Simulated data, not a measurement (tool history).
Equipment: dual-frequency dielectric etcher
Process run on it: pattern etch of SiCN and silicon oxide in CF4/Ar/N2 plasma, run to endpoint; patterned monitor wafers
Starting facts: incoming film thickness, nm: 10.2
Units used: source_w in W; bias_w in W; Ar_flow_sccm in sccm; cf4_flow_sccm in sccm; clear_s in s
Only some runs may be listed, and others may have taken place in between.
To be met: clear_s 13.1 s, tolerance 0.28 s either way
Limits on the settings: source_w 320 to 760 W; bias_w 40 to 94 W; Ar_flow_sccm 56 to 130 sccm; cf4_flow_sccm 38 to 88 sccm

{"run": 1, "hour": 0.0, "source_w": 540, "bias_w": 67, "Ar_flow_sccm": 93, "cf4_flow_sccm": 63, "clear_s": 10.082}
{"run": 2, "hour": 5.7, "source_w": 540, "bias_w": 67, "Ar_flow_sccm": 83, "cf4_flow_sccm": 63, "clear_s": 10.086}
{"run": 3, "hour": 12.6, "source_w": 540, "bias_w": 67, "Ar_flow_sccm": 83, "cf4_flow_sccm": 67, "clear_s": 9.959}
{"run": 4, "hour": 18.1, "source_w": 520, "bias_w": 67, "Ar_flow_sccm": 83, "cf4_flow_sccm": 67, "clear_s": 10.345}
{"run": 5, "hour": 22.2, "source_w": 520, "bias_w": 67, "Ar_flow_sccm": 83, "cf4_flow_sccm": 57, "clear_s": 10.471}
{"run": 6, "hour": 24.8, "source_w": 520, "bias_w": 67, "Ar_flow_sccm": 83, "cf4_flow_sccm": 68, "clear_s": 10.165}
{"run": 7, "hour": 29.7, "source_w": 500, "bias_w": 67, "Ar_flow_sccm": 83, "cf4_flow_sccm": 68, "clear_s": 10.522}
{"run": 8, "hour": 32.1, "source_w": 480, "bias_w": 67, "Ar_flow_sccm": 83, "cf4_flow_sccm": 68, "clear_s": 10.868}
{"run": 9, "hour": 40.7, "source_w": 480, "bias_w": 67, "Ar_flow_sccm": 83, "cf4_flow_sccm": 68, "clear_s": 10.931}
{"hour": 47.2, "done": "bias power generator calibrated"}
{"run": 10, "hour": 47.2, "source_w": 460, "bias_w": 67, "Ar_flow_sccm": 83, "cf4_flow_sccm": 68, "clear_s": 11.234}
{"run": 11, "hour": 53.5, "source_w": 450, "bias_w": 67, "Ar_flow_sccm": 83, "cf4_flow_sccm": 68, "clear_s": 11.394}
{"run": 12, "hour": 57.4, "source_w": 440, "bias_w": 67, "Ar_flow_sccm": 83, "cf4_flow_sccm": 68, "clear_s": 11.653}
{"run": 13, "hour": 59.5, "source_w": 430, "bias_w": 67, "Ar_flow_sccm": 83, "cf4_flow_sccm": 68, "clear_s": 11.73}
{"run": 14, "hour": 68.5, "source_w": 420, "bias_w": 67, "Ar_flow_sccm": 83, "cf4_flow_sccm": 68, "clear_s": 12.056}
{"run": 15, "hour": 73.2, "source_w": 410, "bias_w": 67, "Ar_flow_sccm": 83, "cf4_flow_sccm": 68, "clear_s": 12.208}
{"run": 16, "hour": 75.2, "source_w": 400, "bias_w": 67, "Ar_flow_sccm": 83, "cf4_flow_sccm": 68, "clear_s": 12.466}

Consider the 4 candidate settings below. Which is the only one whose results all fall within their allowed miss of target?
{"run": "A", "hour": 77.2, "source_w": 400, "bias_w": 78, "Ar_flow_sccm": 85, "cf4_flow_sccm": 74, "clear_s": "?"}
{"run": "B", "hour": 77.2, "source_w": 450, "bias_w": 65, "Ar_flow_sccm": 107, "cf4_flow_sccm": 74, "clear_s": "?"}
{"run": "C", "hour": 77.2, "source_w": 390, "bias_w": 60, "Ar_flow_sccm": 83, "cf4_flow_sccm": 58, "clear_s": "?"}
{"run": "D", "hour": 77.2, "source_w": 410, "bias_w": 54, "Ar_flow_sccm": 87, "cf4_flow_sccm": 88, "clear_s": "?"}

move=A clear_s=11.855
move=B clear_s=11.717
move=C clear_s=13.258
move=D clear_s=12.579
A: further off than the last run
B: further off than the last run
C: each result inside its tolerance
D: nearer the targets than the last run, but a result is still out of spec
The move that meets every target is C.

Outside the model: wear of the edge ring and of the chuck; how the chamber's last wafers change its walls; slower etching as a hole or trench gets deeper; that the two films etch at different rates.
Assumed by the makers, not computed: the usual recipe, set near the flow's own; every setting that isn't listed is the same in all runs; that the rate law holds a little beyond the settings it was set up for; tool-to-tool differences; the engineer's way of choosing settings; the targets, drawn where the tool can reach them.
